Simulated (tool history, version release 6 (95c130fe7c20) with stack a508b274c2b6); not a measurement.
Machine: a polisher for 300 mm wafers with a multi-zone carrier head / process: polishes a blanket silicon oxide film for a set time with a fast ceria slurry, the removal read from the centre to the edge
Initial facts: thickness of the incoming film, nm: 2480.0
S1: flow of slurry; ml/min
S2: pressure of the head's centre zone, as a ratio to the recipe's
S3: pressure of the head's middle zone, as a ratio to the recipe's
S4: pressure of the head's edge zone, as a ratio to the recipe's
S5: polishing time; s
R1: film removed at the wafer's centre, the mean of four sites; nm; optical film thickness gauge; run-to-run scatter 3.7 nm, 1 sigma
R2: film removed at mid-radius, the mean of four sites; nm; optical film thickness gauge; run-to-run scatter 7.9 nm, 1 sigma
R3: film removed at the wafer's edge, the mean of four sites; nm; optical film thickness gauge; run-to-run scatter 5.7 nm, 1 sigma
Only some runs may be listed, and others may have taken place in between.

Run 1, hour 0: S1 235 ml/min, S2 1, S3 1, S4 1, S5 54 s. Result: R1 740.6 nm, R2 744.06 nm, R3 743.7 nm.
Run 2, hour 3.8: S1 230 ml/min, S2 0.98, S3 1, S4 0.97, S5 53 s. Result: R1 705.4 nm, R2 740.27 nm, R3 706.71 nm.
Run 3, hour 8.9: S1 230 ml/min, S2 0.98, S3 0.93, S4 0.97, S5 53 s. Result: R1 708.07 nm, R2 695.31 nm, R3 716.71 nm.
Run 4, hour 16.8: S1 230 ml/min, S2 1.06, S3 0.93, S4 0.97, S5 53 s. Result: R1 761.86 nm, R2 700.6 nm, R3 708.61 nm.
Run 5, hour 19.7: S1 230 ml/min, S2 1.06, S3 0.93, S4 0.97, S5 65 s. Result: R1 937.24 nm, R2 863.84 nm, R3 873.48 nm.
Run 6, hour 26.5: S1 225 ml/min, S2 1.03, S3 0.93, S4 0.95, S5 62 s. Result: R1 871.55 nm, R2 799.97 nm, R3 835.11 nm.
Run 7, hour 27.4: S1 230 ml/min, S2 1.01, S3 0.95, S4 0.94, S5 59 s. Result: R1 808.93 nm, R2 795.9 nm, R3 792.29 nm.
Run 8, hour 34.3: S1 225 ml/min, S2 0.99, S3 0.96, S4 0.93, S5 57 s. Result: R1 770.92 nm, R2 763.81 nm, R3 741.87 nm.

What will run 9 give?
Run 9, hour 41.7: S1 215 ml/min, S2 0.96, S3 0.96, S4 0.92, S5 56 s. Result: R1 ?, R2 ?, R3 ?.

R1: 718.61 nm
R2: 750.68 nm
R3: 725.08 nm
